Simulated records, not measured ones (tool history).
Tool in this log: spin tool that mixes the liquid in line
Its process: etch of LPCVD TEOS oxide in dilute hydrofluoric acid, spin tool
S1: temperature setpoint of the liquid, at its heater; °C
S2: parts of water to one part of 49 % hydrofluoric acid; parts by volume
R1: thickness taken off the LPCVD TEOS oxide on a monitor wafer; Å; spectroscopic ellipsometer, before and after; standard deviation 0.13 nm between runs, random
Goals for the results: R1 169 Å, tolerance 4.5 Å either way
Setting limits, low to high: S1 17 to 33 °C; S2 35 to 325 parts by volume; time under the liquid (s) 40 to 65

Run 1, hour 0: S1 25 °C, S2 180 parts by volume, time under the liquid (s) 65. Result: R1 66.524 Å.
Run 2, hour 0.9: S1 27.5 °C, S2 145 parts by volume, time under the liquid (s) 65. Result: R1 94.955 Å.
Run 3, hour 3.2: S1 29.5 °C, S2 125 parts by volume, time under the liquid (s) 65. Result: R1 121.11 Å.
Run 4, hour 4.7: S1 30.5 °C, S2 115 parts by volume, time under the liquid (s) 65. Result: R1 137.04 Å.
Run 5, hour 13.5: S1 32 °C, S2 115 parts by volume, time under the liquid (s) 65. Result: R1 145.97 Å.
Run 6, hour 14.8: S1 32 °C, S2 115 parts by volume, time under the liquid (s) 40. Result: R1 89.097 Å.
Run 7, hour 15.7: S1 33 °C, S2 45 parts by volume, time under the liquid (s) 45. Result: R1 302.6 Å.
Run 8, hour 17.5: S1 33 °C, S2 60 parts by volume, time under the liquid (s) 45. Result: R1 218.26 Å.
Run 9, hour 19.2: S1 33 °C, S2 65 parts by volume, time under the liquid (s) 45. Result: R1 200.51 Å.
Run 10, hour 20.1: S1 33 °C, S2 70 parts by volume, time under the liquid (s) 45. Result: R1 184.33 Å.

Which single option among these 5 for the next run brings every result within its allowed miss of target? Just one does.
Run A, hour 21: S1 29.5 °C, S2 60 parts by volume, time under the liquid (s) 40. Result: R1 ?.
Run B, hour 21: S1 32 °C, S2 90 parts by volume, time under the liquid (s) 60. Result: R1 ?.
Run C, hour 21: S1 33 °C, S2 110 parts by volume, time under the liquid (s) 65. Result: R1 ?.
Run D, hour 21: S1 33 °C, S2 95 parts by volume, time under the liquid (s) 55. Result: R1 ?.
Run E, hour 21: S1 33 °C, S2 60 parts by volume, time under the liquid (s) 40. Result: R1 ?.

move      R1
   A  169.89
   B  179.07
   C  160.04
   D  160.23
   E  194.46
A: all results in spec
B: nearer than the last run, and not there yet
C: moves the result that the last run missed by most past its target, out the other side
D: moves the result that the last run missed by most past its target, out the other side
E: lands further from the targets than the last run did
A meets every target.

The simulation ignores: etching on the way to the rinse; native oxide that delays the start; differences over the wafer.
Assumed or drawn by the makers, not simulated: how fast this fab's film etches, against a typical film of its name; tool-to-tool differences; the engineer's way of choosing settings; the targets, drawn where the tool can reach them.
